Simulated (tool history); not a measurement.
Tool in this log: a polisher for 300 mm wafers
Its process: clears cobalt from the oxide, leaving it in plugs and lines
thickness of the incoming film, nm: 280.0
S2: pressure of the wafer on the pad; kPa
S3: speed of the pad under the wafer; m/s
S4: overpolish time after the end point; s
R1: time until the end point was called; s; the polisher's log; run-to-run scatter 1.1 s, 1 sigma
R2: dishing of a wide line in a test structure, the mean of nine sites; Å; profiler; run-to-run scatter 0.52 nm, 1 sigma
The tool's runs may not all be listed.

{"run": 1, "hour": 0.0, "flow of slurry (ml/min)": 170, "S2": 16.5, "S3": 1.16, "S4": 12, "R1": 45.686, "R2": 561.55}
{"run": 2, "hour": 5.4, "flow of slurry (ml/min)": 130, "S2": 16.5, "S3": 1.16, "S4": 12, "R1": 50.554, "R2": 513.41}
{"run": 3, "hour": 13.7, "flow of slurry (ml/min)": 125, "S2": 15.9, "S3": 1.16, "S4": 10, "R1": 50.831, "R2": 460.73}
{"run": 4, "hour": 19.1, "flow of slurry (ml/min)": 120, "S2": 15.2, "S3": 1.14, "S4": 9, "R1": 55.366, "R2": 392.94}
{"run": 5, "hour": 25.9, "flow of slurry (ml/min)": 120, "S2": 14.5, "S3": 1.14, "S4": 8, "R1": 57.392, "R2": 352.56}
{"run": 6, "hour": 28.0, "flow of slurry (ml/min)": 120, "S2": 14.5, "S3": 1.14, "S4": 7, "R1": 60.235, "R2": 312.92}

Predict the results of run 7:
{"run": 7, "hour": 29.2, "flow of slurry (ml/min)": 120, "S2": 15.2, "S3": 1.14, "S4": 4, "R1": "?", "R2": "?"}

R1: 54.045 s
R2: 203.07 Å
